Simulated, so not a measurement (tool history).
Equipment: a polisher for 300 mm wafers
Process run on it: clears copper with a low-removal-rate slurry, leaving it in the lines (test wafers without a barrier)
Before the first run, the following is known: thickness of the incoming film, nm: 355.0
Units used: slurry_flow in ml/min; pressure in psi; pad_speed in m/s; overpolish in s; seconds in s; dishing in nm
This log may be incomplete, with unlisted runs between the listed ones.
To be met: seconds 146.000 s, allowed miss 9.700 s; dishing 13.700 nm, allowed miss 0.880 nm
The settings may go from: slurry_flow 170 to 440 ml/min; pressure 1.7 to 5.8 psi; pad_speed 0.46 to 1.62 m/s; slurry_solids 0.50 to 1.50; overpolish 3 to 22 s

run 1 hour=0.0 | slurry_flow=280 pressure=3.7 pad_speed=1.04 slurry_solids=1.00 overpolish=11 | seconds=82.402 dishing=18.264
run 2 hour=5.6 | slurry_flow=280 pressure=3.7 pad_speed=0.88 slurry_solids=1.00 overpolish=11 | seconds=96.602 dishing=17.383
run 3 hour=11.4 | slurry_flow=280 pressure=3.4 pad_speed=0.88 slurry_solids=1.00 overpolish=11 | seconds=107.160 dishing=16.298
run 4 hour=13.1 | slurry_flow=280 pressure=3.2 pad_speed=0.88 slurry_solids=1.00 overpolish=11 | seconds=111.550 dishing=15.759
run 5 hour=21.2 | slurry_flow=280 pressure=3.0 pad_speed=0.88 slurry_solids=1.00 overpolish=11 | seconds=122.380 dishing=15.414
run 6 hour=25.1 | slurry_flow=280 pressure=2.9 pad_speed=0.88 slurry_solids=1.00 overpolish=11 | seconds=128.400 dishing=14.854
run 7 hour=33.9 | slurry_flow=280 pressure=2.8 pad_speed=0.88 slurry_solids=1.00 overpolish=11 | seconds=130.820 dishing=15.063
run 8 hour=42.9 | slurry_flow=280 pressure=2.4 pad_speed=0.86 slurry_solids=1.00 overpolish=10 | seconds=151.760 dishing=12.208

Of the 4 settings listed for the next run, only one would bring every result within its allowed miss of target. Which one?
run A hour=51.9 | slurry_flow=275 pressure=3.1 pad_speed=0.82 slurry_solids=1.10 overpolish=9 | seconds=? dishing=?
run B hour=51.9 | slurry_flow=285 pressure=2.5 pad_speed=0.70 slurry_solids=1.00 overpolish=17 | seconds=? dishing=?
run C hour=51.9 | slurry_flow=275 pressure=2.6 pad_speed=0.68 slurry_solids=1.05 overpolish=17 | seconds=? dishing=?
run D hour=51.9 | slurry_flow=310 pressure=2.9 pad_speed=0.76 slurry_solids=0.90 overpolish=11 | seconds=? dishing=?

move=A seconds=122.140 dishing=13.191
move=B seconds=175.310 dishing=15.472
move=C seconds=172.700 dishing=15.616
move=D seconds=142.120 dishing=13.593
A: brings the result that was furthest off to its target, and leaves another outside
B: pushes the last run's worst result past its target
C: pushes the last run's worst result past its target
D: in spec on every target
The right move is D.

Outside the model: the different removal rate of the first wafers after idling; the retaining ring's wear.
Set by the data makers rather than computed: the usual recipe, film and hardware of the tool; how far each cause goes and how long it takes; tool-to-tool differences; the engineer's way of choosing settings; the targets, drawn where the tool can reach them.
